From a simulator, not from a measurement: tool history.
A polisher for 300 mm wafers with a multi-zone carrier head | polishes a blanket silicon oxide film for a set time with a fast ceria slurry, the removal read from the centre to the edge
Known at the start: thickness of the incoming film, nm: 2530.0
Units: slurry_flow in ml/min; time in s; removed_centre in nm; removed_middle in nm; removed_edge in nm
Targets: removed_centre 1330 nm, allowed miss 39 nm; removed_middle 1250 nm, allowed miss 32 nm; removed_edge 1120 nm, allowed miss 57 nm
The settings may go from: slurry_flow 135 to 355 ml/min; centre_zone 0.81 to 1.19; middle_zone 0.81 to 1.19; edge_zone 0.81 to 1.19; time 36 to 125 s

| run | day | slurry_flow | centre_zone | middle_zone | edge_zone | time | removed_centre | removed_middle | removed_edge |
|---|---|---|---|---|---|---|---|---|---|
| 1 | 0 | 225 | 1 | 1 | 1 | 80 | 1029.1 | 986.44 | 985 |
| 2 | 0.317 | 190 | 1 | 1 | 1 | 80 | 990.78 | 968.02 | 993.53 |
| 3 | 0.417 | 190 | 1 | 1 | 1 | 94 | 1160.7 | 1145.1 | 1168.6 |
| 4 | 0.562 | 190 | 1 | 1 | 1.04 | 94 | 1167.5 | 1127.5 | 1171.3 |
| 5 | 0.8 | 225 | 1.01 | 1.02 | 1.03 | 93 | 1203.3 | 1172.2 | 1162.2 |
| 6 | 0.904 | 270 | 1.01 | 1.02 | 1.03 | 93 | 1217.1 | 1213.7 | 1197 |
| 7 | 1.012 | 280 | 1.04 | 1.03 | 1.01 | 92 | 1252.1 | 1201.8 | 1184 |
| 8 | 1.142 | 295 | 1.06 | 1.05 | 0.98 | 91 | 1269.5 | 1189.9 | 1154 |
| 9 | 1.321 | 305 | 1.07 | 1.07 | 0.96 | 91 | 1286.7 | 1212 | 1138.1 |

4 next moves are on the table. One of them brings every result within its allowed miss. Which?
| A | 1.5 | 295 | 0.98 | 1.04 | 1.05 | 95 | ? | ? | ? |
| B | 1.5 | 315 | 1.08 | 1.07 | 0.87 | 93 | ? | ? | ? |
| C | 1.5 | 295 | 1.03 | 0.96 | 1.06 | 92 | ? | ? | ? |
| D | 1.5 | 305 | 1.07 | 1.14 | 0.96 | 89 | ? | ? | ? |

| move | removed_centre | removed_middle | removed_edge |
|---|---|---|---|
| A | 1222.7 | 1260.3 | 1250.8 |
| B | 1329.9 | 1266.8 | 1125.5 |
| C | 1244.4 | 1153.8 | 1218 |
| D | 1256.9 | 1264.8 | 1123.7 |
A: brings the result that was furthest off to its target, and leaves another outside
B: meets every target
C: further off than the last run
D: brings the result that was furthest off to its target, and leaves another outside
Answer: B

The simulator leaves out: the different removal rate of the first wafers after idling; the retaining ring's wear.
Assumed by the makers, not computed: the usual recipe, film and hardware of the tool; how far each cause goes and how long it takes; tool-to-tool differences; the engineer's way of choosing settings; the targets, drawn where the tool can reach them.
